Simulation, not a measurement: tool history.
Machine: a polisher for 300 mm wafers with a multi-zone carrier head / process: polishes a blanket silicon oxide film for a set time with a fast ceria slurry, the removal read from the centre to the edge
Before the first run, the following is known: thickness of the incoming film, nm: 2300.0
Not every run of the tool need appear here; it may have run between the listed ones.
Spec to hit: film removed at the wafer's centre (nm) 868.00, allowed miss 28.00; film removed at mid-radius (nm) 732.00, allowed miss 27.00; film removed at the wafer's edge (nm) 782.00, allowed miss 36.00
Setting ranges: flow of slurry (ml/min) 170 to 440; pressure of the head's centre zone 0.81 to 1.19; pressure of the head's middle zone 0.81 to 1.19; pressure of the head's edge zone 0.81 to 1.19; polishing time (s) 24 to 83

| run | hour | flow of slurry (ml/min) | pressure of the head's centre zone | pressure of the head's middle zone | pressure of the head's edge zone | polishing time (s) | film removed at the wafer's centre (nm) | film removed at mid-radius (nm) | film removed at the wafer's edge (nm) |
|---|---|---|---|---|---|---|---|---|---|
| 1 | 0.0 | 280 | 1.00 | 1.00 | 1.00 | 53 | 933.65 | 926.32 | 924.08 |
| 2 | 5.1 | 280 | 1.07 | 1.00 | 1.00 | 53 | 995.13 | 915.28 | 930.15 |
| 3 | 6.0 | 275 | 1.06 | 0.97 | 0.97 | 52 | 963.77 | 869.45 | 898.53 |
| 4 | 10.2 | 275 | 1.06 | 0.95 | 0.94 | 51 | 939.82 | 827.10 | 861.90 |
| 5 | 12.6 | 270 | 1.05 | 0.93 | 0.92 | 51 | 945.45 | 818.79 | 861.92 |
| 6 | 17.9 | 320 | 1.05 | 0.93 | 0.92 | 51 | 941.88 | 838.94 | 884.82 |
| 7 | 18.9 | 305 | 1.04 | 0.92 | 0.90 | 50 | 924.36 | 821.47 | 818.90 |
| 8 | 22.9 | 295 | 1.03 | 0.90 | 0.90 | 50 | 900.40 | 797.08 | 833.12 |
| 9 | 28.7 | 285 | 1.03 | 0.89 | 0.89 | 50 | 908.97 | 790.47 | 822.63 |
| 10 | 30.0 | 280 | 1.03 | 0.88 | 0.88 | 50 | 904.28 | 786.99 | 817.65 |
| 11 | 38.0 | 275 | 1.03 | 0.87 | 0.87 | 50 | 902.03 | 776.65 | 820.54 |
| 12 | 43.7 | 270 | 1.03 | 0.86 | 0.86 | 50 | 904.95 | 764.68 | 812.89 |

Of the 4 settings listed for the next run, only one would bring every result within its allowed miss of target. Which one?
| A | 49.4 | 245 | 1.13 | 0.81 | 0.88 | 47 | ? | ? | ? |
| B | 49.4 | 255 | 1.01 | 0.83 | 0.81 | 49 | ? | ? | ? |
| C | 49.4 | 190 | 1.09 | 0.92 | 0.82 | 51 | ? | ? | ? |
| D | 49.4 | 210 | 1.12 | 0.91 | 0.83 | 50 | ? | ? | ? |

| move | film removed at the wafer's centre (nm) | film removed at mid-radius (nm) | film removed at the wafer's edge (nm) |
|---|---|---|---|
| A | 933.88 | 685.03 | 773.95 |
| B | 873.25 | 731.78 | 779.65 |
| C | 950.41 | 804.85 | 797.01 |
| D | 968.87 | 790.07 | 791.88 |
A: moves away from the targets compared with the last run
B: hits every target within its allowed miss
C: moves away from the targets compared with the last run
D: moves away from the targets compared with the last run
The right move is B.
